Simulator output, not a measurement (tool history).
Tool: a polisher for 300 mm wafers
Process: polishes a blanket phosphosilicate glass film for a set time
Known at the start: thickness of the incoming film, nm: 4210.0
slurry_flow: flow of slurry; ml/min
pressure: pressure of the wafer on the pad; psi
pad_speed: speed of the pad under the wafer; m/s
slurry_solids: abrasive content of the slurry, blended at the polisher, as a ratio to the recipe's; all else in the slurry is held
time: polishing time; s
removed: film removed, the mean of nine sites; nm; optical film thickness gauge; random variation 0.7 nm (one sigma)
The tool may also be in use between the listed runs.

run,day,slurry_flow,pressure,pad_speed,slurry_solids,time,removed
1,0,135,2.5,0.86,1,42,316.19
2,0.304,130,2.3,0.8,1,42,276.26
3,0.575,130,2.3,0.8,1,37,241.57
4,0.912,125,2.1,0.78,1,37,212.93
5,1.175,140,2.1,0.78,1,37,219.47
6,1.317,140,2.1,0.78,1,37,219.97
# day 1.65: head pressure recalibrated
7,1.65,135,2,0.76,1,37,190.85

The next listed run, before its measurement:
8,1.833,130,1.9,0.76,1,37,?

{"run 8": {"removed": 180.79}}
